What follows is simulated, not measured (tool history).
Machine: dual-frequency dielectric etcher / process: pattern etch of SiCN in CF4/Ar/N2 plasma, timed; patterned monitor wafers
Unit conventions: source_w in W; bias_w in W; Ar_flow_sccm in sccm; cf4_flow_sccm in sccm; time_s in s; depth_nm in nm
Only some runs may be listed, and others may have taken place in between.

run,hour,source_w,bias_w,Ar_flow_sccm,cf4_flow_sccm,time_s,depth_nm
1,0,590,95,100,67,70.5,80.151
2,2.6,590,95,100,67,70.5,79.952
3,7.6,590,88,100,67,70.5,78.467
4,9,540,87,101,67,70.5,70.837
5,13.7,540,87,101,62,70.5,69.702
6,15.1,510,86,101,62,70.5,65.424

Run 7 has not been measured yet. What should we expect?
7,21.4,490,86,101,62,70.5,?

depth_nm: 62.674 nm
